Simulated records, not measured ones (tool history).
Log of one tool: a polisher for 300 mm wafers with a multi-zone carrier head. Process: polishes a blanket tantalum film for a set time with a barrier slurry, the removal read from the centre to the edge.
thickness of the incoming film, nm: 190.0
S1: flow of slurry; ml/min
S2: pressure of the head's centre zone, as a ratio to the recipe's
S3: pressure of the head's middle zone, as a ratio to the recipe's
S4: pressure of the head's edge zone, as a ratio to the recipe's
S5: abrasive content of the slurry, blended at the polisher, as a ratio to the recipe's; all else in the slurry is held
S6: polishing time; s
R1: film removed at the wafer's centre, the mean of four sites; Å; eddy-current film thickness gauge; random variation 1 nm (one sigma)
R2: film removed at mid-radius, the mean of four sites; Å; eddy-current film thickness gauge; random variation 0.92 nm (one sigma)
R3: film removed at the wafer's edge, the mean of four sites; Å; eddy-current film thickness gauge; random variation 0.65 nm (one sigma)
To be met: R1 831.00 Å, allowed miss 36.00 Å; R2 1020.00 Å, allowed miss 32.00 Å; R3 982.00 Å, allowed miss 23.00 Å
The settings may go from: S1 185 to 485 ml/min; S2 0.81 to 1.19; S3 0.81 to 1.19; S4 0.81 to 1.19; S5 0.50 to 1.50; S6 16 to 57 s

run 1 hour=0.0 | S1=310 S2=1.00 S3=1.00 S4=1.00 S5=1.00 S6=36 | R1=713.36 R2=705.29 R3=714.57
run 2 hour=1.1 | S1=315 S2=0.99 S3=1.02 S4=1.03 S5=1.10 S6=37 | R1=760.95 R2=755.85 R3=759.32
run 3 hour=8.4 | S1=315 S2=0.99 S3=1.02 S4=1.03 S5=1.00 S6=37 | R1=734.04 R2=756.77 R3=738.98
run 4 hour=9.9 | S1=315 S2=0.99 S3=1.02 S4=0.95 S5=1.00 S6=37 | R1=719.44 R2=745.61 R3=707.03
run 5 hour=11.9 | S1=315 S2=0.99 S3=1.02 S4=1.01 S5=1.00 S6=37 | R1=718.23 R2=740.58 R3=729.33
run 6 hour=18.7 | S1=315 S2=0.96 S3=1.04 S4=1.03 S5=1.10 S6=38 | R1=758.55 R2=799.43 R3=777.49
run 7 hour=25.8 | S1=315 S2=0.93 S3=1.05 S4=1.06 S5=1.15 S6=38 | R1=728.82 R2=821.02 R3=794.78
run 8 hour=33.6 | S1=315 S2=0.92 S3=1.06 S4=1.08 S5=1.20 S6=38 | R1=739.51 R2=825.30 R3=828.10
run 9 hour=38.9 | S1=320 S2=0.92 S3=1.08 S4=1.09 S5=1.25 S6=38 | R1=738.91 R2=850.60 R3=821.93
run 10 hour=40.2 | S1=320 S2=0.91 S3=1.09 S4=1.10 S5=1.30 S6=39 | R1=772.45 R2=873.59 R3=871.99
run 11 hour=47.5 | S1=325 S2=0.90 S3=1.11 S4=1.11 S5=1.35 S6=39 | R1=771.01 R2=911.36 R3=889.52
run 12 hour=50.1 | S1=330 S2=0.90 S3=1.12 S4=1.12 S5=1.40 S6=39 | R1=780.73 R2=933.98 R3=903.92
run 13 hour=58.6 | S1=335 S2=0.90 S3=1.13 S4=1.13 S5=1.40 S6=39 | R1=797.82 R2=932.24 R3=896.80
run 14 hour=67.1 | S1=335 S2=0.89 S3=1.13 S4=1.14 S5=1.40 S6=39 | R1=782.12 R2=930.24 R3=898.08
run 15 hour=73.6 | S1=330 S2=0.88 S3=1.14 S4=1.14 S5=1.45 S6=40 | R1=784.97 R2=973.52 R3=940.11
run 16 hour=74.4 | S1=330 S2=0.88 S3=1.14 S4=1.14 S5=1.45 S6=40 | R1=778.36 R2=981.18 R3=919.49
run 17 hour=79.2 | S1=340 S2=0.88 S3=1.14 S4=1.15 S5=1.45 S6=40 | R1=790.17 R2=979.47 R3=945.55
run 18 hour=86.0 | S1=345 S2=0.88 S3=1.14 S4=1.16 S5=1.45 S6=40 | R1=781.70 R2=988.89 R3=945.79
run 19 hour=87.0 | S1=350 S2=0.89 S3=1.14 S4=1.17 S5=1.45 S6=40 | R1=804.06 R2=985.11 R3=941.83

Which of these 5 next moves meets every target?
run A hour=88.0 | S1=400 S2=0.90 S3=1.15 S4=1.19 S5=1.45 S6=41 | R1=? R2=? R3=?
run B hour=88.0 | S1=345 S2=0.81 S3=1.08 S4=1.19 S5=1.50 S6=40 | R1=? R2=? R3=?
run C hour=88.0 | S1=445 S2=0.98 S3=1.19 S4=1.11 S5=1.30 S6=38 | R1=? R2=? R3=?
run D hour=88.0 | S1=320 S2=0.86 S3=1.12 S4=1.15 S5=1.30 S6=40 | R1=? R2=? R3=?
run E hour=88.0 | S1=270 S2=0.88 S3=1.08 S4=1.19 S5=1.50 S6=40 | R1=? R2=? R3=?

move=A R1=824.68 R2=1030.90 R3=992.72
move=B R1=729.26 R2=951.69 R3=968.50
move=C R1=810.34 R2=964.76 R3=869.65
move=D R1=738.96 R2=942.82 R3=915.66
move=E R1=766.64 R2=931.42 R3=952.94
A: meets every target
B: brings the result that was furthest off to its target, and leaves another outside
C: further off than the last run
D: further off than the last run
E: further off than the last run
Move A is the one to make.
